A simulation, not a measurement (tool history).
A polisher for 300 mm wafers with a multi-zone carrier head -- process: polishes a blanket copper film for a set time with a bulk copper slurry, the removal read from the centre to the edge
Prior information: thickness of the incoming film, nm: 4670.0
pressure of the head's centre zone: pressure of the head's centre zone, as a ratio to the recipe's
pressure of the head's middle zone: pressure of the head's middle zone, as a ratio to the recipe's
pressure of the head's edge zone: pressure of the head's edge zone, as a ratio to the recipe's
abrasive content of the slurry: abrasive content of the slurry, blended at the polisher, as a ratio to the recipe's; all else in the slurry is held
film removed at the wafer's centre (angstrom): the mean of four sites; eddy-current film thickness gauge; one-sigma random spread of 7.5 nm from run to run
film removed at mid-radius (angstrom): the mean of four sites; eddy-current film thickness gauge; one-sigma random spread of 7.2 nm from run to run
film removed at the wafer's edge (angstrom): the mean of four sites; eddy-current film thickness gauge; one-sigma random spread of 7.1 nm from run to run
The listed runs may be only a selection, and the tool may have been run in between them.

run  hour  flow of slurry (ml/min)  pressure of the head's centre zone  pressure of the head's middle zone  pressure of the head's edge zone  abrasive content of the slurry  polishing time (s)  film removed at the wafer's centre (angstrom)  film removed at mid-radius (angstrom)  film removed at the wafer's edge (angstrom)
  1   0.0                      140                                1.00                                1.00                              1.00                            1.00                  40                                         4844.2                                 4812.5                                       4728.1
  2   4.2                      145                                1.01                                1.01                              1.02                            1.10                  41                                         5159.5                                 5166.1                                       4924.8
  3   5.8                      145                                1.01                                1.08                              1.02                            1.10                  41                                         5179.3                                 5442.7                                       5000.5
  4  10.8                      145                                1.01                                1.08                              1.02                            1.10                  36                                         4482.9                                 4723.1                                       4317.4
  5  13.9                      145                                1.01                                1.12                              1.02                            1.10                  36                                         4455.5                                 4939.5                                       4372.8
  6  14.9                      145                                1.08                                1.12                              1.02                            1.10                  36                                         4774.9                                 4957.3                                       4283.5

What will run 7 give?
  7  23.9                      150                                1.07                                1.10                              1.05                            1.15                  38                                              ?                                      ?                                            ?

{"run 7": {"film removed at the wafer's centre (angstrom)": 5061.2, "film removed at mid-radius (angstrom)": 5118.8, "film removed at the wafer's edge (angstrom)": 4748.3}}
